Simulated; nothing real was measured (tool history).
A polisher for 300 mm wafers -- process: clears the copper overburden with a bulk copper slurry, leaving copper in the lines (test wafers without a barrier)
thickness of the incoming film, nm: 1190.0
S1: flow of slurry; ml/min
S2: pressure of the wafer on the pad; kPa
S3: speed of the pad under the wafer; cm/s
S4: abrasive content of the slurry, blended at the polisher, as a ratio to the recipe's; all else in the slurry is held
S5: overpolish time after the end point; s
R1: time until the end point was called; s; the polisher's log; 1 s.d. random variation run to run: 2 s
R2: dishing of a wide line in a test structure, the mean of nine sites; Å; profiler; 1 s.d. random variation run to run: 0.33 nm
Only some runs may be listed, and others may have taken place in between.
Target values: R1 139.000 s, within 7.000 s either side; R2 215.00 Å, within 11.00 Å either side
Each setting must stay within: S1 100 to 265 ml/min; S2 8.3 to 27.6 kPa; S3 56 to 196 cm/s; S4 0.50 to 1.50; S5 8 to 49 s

{"run": 1, "hour": 0.0, "S1": 170, "S2": 17.9, "S3": 126, "S4": 1.0, "S5": 25, "R1": 100.69, "R2": 230.89}
{"run": 2, "hour": 5.5, "S1": 170, "S2": 17.9, "S3": 126, "S4": 1.0, "S5": 30, "R1": 101.06, "R2": 225.6}
{"run": 3, "hour": 8.0, "S1": 135, "S2": 17.9, "S3": 126, "S4": 1.0, "S5": 30, "R1": 105.02, "R2": 231.63}
{"run": 4, "hour": 11.4, "S1": 135, "S2": 17.9, "S3": 126, "S4": 1.1, "S5": 30, "R1": 105.18, "R2": 216.89}
{"run": 5, "hour": 13.8, "S1": 135, "S2": 17.9, "S3": 126, "S4": 1.25, "S5": 30, "R1": 102.12, "R2": 226.62}
{"run": 6, "hour": 18.2, "S1": 135, "S2": 20.7, "S3": 126, "S4": 1.25, "S5": 30, "R1": 91.001, "R2": 225.87}
{"run": 7, "hour": 20.3, "S1": 130, "S2": 19.3, "S3": 126, "S4": 1.25, "S5": 31, "R1": 96.503, "R2": 227.1}
{"run": 8, "hour": 23.1, "S1": 130, "S2": 19.3, "S3": 126, "S4": 1.25, "S5": 31, "R1": 96.07, "R2": 233.88}
{"run": 9, "hour": 24.7, "S1": 130, "S2": 18.6, "S3": 126, "S4": 1.2, "S5": 30, "R1": 100.47, "R2": 233.14}
{"run": 10, "hour": 32.0, "S1": 130, "S2": 13.8, "S3": 144, "S4": 1.25, "S5": 29, "R1": 117.02, "R2": 218.47}
{"run": 11, "hour": 37.0, "S1": 130, "S2": 12.4, "S3": 142, "S4": 1.25, "S5": 29, "R1": 132.47, "R2": 219.17}

Which one of the following 4 next-run settings gets every result inside its allowed miss? There is exactly one.
{"run": "A", "hour": 42.0, "S1": 100, "S2": 12.4, "S3": 128, "S4": 1.3, "S5": 17, "R1": "?", "R2": "?"}
{"run": "B", "hour": 42.0, "S1": 100, "S2": 13.8, "S3": 142, "S4": 1.25, "S5": 31, "R1": "?", "R2": "?"}
{"run": "C", "hour": 42.0, "S1": 140, "S2": 12.4, "S3": 156, "S4": 1.2, "S5": 31, "R1": "?", "R2": "?"}
{"run": "D", "hour": 42.0, "S1": 175, "S2": 11.0, "S3": 144, "S4": 1.15, "S5": 27, "R1": "?", "R2": "?"}

move=A R1=152.780 R2=210.51
move=B R1=125.570 R2=215.56
move=C R1=118.460 R2=213.06
move=D R1=138.890 R2=210.02
A: moves the result that the last run missed by most past its target, out the other side
B: moves away from the targets compared with the last run
C: moves away from the targets compared with the last run
D: in spec on every target
Go with D: it meets all targets.

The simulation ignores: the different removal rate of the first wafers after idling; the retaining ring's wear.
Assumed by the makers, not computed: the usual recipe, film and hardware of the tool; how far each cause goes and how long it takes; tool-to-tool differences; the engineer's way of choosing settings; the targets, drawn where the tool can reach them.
